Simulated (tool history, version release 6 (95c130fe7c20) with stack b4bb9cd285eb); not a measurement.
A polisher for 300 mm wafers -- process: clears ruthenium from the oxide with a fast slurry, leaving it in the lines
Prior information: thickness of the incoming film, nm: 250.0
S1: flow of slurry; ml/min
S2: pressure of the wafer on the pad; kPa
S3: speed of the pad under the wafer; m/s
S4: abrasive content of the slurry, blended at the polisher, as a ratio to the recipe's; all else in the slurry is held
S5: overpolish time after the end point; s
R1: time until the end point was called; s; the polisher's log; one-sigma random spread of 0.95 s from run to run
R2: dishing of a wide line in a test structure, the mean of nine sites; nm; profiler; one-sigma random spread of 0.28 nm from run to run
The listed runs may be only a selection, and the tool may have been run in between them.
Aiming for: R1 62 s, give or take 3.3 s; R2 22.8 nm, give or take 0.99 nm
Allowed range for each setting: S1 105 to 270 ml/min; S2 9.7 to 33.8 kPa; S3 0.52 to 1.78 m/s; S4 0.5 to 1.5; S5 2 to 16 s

| run | hour | S1 | S2 | S3 | S4 | S5 | R1 | R2 |
|---|---|---|---|---|---|---|---|---|
| 1 | 0 | 175 | 21.4 | 1.14 | 1 | 8 | 49.374 | 37.108 |
| 2 | 1.6 | 175 | 21.4 | 1.14 | 1 | 6 | 49.622 | 27.658 |
| 3 | 8.2 | 175 | 20.7 | 1.14 | 1 | 6 | 52.056 | 27.857 |
| 4 | 14.9 | 175 | 20 | 1.14 | 1 | 6 | 53.22 | 26.522 |
| 5 | 19.9 | 175 | 19.3 | 1.14 | 1 | 6 | 55.396 | 25.494 |
| 6 | 22.7 | 175 | 19.3 | 1.14 | 1 | 4 | 56.185 | 17.161 |
| 7 | 23.6 | 170 | 19.3 | 1.14 | 1 | 4 | 54.766 | 17.372 |
| 8 | 32 | 180 | 18.6 | 1.14 | 1 | 4 | 57.361 | 16.509 |
| 9 | 38 | 175 | 18.6 | 1.12 | 1 | 4 | 58.235 | 16.903 |
| 10 | 46.1 | 175 | 18.6 | 1.1 | 1 | 4 | 59.123 | 16.103 |
| 11 | 49 | 170 | 18.6 | 1.1 | 0.95 | 5 | 58.447 | 19.024 |
| 12 | 50.6 | 170 | 18.6 | 1.1 | 1 | 5 | 59.17 | 20.242 |
| 13 | 53.3 | 165 | 18.6 | 1.1 | 1 | 5 | 58.235 | 19.542 |
| 14 | 60.7 | 170 | 18.6 | 1.1 | 1 | 5 | 57.736 | 19.956 |
| 15 | 69.4 | 170 | 17.9 | 1.1 | 1 | 5 | 62.259 | 19.372 |
| 16 | 76.9 | 165 | 17.9 | 1.12 | 1 | 7 | 60.847 | 26.879 |

Which of these 5 next moves meets every target?
| A | 84.4 | 130 | 20 | 0.84 | 1.05 | 8 | ? | ? |
| B | 84.4 | 170 | 15.2 | 1.1 | 0.95 | 7 | ? | ? |
| C | 84.4 | 190 | 20 | 0.94 | 1 | 6 | ? | ? |
| D | 84.4 | 140 | 13.1 | 1.5 | 0.8 | 8 | ? | ? |
| E | 84.4 | 185 | 17.9 | 1.12 | 0.9 | 7 | ? | ? |

| move | R1 | R2 |
|---|---|---|
| A | 72.049 | 25.996 |
| B | 73.626 | 22.418 |
| C | 62.217 | 22.725 |
| D | 72.104 | 25.977 |
| E | 62.432 | 26.238 |
A: nearer than the last run, and not there yet
B: meets the target for the result that was furthest off, but another lies outside its allowed miss
C: all results land within tolerance of their targets
D: nearer than the last run, and not there yet
E: nearer than the last run, and not there yet
Correct choice: C, which meets every target

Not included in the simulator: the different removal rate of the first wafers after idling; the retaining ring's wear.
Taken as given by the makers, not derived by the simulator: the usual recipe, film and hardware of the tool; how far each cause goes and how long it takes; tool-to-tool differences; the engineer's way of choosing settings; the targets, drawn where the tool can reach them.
